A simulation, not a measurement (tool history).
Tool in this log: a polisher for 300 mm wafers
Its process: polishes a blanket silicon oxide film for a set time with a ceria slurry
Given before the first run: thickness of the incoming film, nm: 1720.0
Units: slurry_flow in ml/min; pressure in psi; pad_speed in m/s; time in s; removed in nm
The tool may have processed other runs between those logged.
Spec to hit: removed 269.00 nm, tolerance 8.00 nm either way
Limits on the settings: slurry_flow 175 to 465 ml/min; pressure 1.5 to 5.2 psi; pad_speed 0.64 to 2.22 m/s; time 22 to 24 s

run	hour	slurry_flow	pressure	pad_speed	time	removed
1	0.0	295	3.3	1.42	24	161.96
2	4.6	295	3.3	1.42	22	147.95
3	5.4	295	3.9	1.42	22	172.91
4	6.3	295	4.3	1.46	22	193.44
5	14.3	295	4.9	1.46	22	223.27
6	16.0	295	4.9	1.46	22	223.49
7	18.7	295	5.0	1.50	22	230.16
8	26.8	295	5.0	1.50	22	236.41
9	29.5	295	5.1	1.54	22	247.90
10	30.1	295	5.1	1.56	22	250.70
11	35.9	295	5.1	1.56	22	249.74
12	43.2	295	5.1	1.58	22	254.13
13	51.5	295	5.1	1.60	22	254.95
14	54.1	295	5.1	1.62	22	255.14

4 next moves are on the table. One of them brings every result within its allowed miss. Which?
A	56.7	260	5.2	1.70	22	?
B	56.7	315	5.2	1.66	24	?
C	56.7	360	5.1	1.52	22	?
D	56.7	310	5.2	1.68	24	?

move	removed
A	267.82
B	291.24
C	243.20
D	294.22
A: all results in spec
B: takes the biggest miss from the last run beyond its target
C: further off than the last run
D: takes the biggest miss from the last run beyond its target
A meets every target.

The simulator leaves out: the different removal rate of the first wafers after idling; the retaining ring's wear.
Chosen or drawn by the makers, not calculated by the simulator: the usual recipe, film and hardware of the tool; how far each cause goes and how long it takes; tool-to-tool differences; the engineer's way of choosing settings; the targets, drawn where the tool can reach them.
